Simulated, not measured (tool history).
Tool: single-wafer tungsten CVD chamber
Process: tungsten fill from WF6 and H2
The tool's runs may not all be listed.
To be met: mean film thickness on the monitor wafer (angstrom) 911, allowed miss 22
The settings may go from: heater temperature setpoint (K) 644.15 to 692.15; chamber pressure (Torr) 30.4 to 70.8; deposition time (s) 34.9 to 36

run	hour	heater temperature setpoint (K)	chamber pressure (Torr)	deposition time (s)	mean film thickness on the monitor wafer (angstrom)
1	0	668.15	50.6	34.9	1241.3
2	8.6	668.15	50.6	34.9	1248.8
3	9.4	665.15	50.4	34.9	1176.6
4	16.5	665.15	50.4	36	1220.4
5	18.9	675.15	50.4	36	1428
6	23.4	675.15	58	36	1545.9
7	25.8	670.15	57.3	36	1395.4
8	31.9	666.15	57	36	1314.1
9	40.5	663.15	56.7	36	1248.1
10	46.9	660.15	56.4	36	1186.5
11	52.3	658.15	56.2	36	1130.8

4 next moves are on the table. One of them brings every result within its allowed miss. Which?
A	57.7	651.15	44.3	34.9	?
B	57.7	648.15	54.3	34.9	?
C	57.7	645.15	52.9	34.9	?
D	57.7	646.15	52.3	34.9	?

move	mean film thickness on the monitor wafer (angstrom)
A	863.81
B	906
C	847.1
D	857.9
A: takes the result that was furthest off past its target
B: meets every target
C: takes the result that was furthest off past its target
D: takes the result that was furthest off past its target
Move B is the one to make.

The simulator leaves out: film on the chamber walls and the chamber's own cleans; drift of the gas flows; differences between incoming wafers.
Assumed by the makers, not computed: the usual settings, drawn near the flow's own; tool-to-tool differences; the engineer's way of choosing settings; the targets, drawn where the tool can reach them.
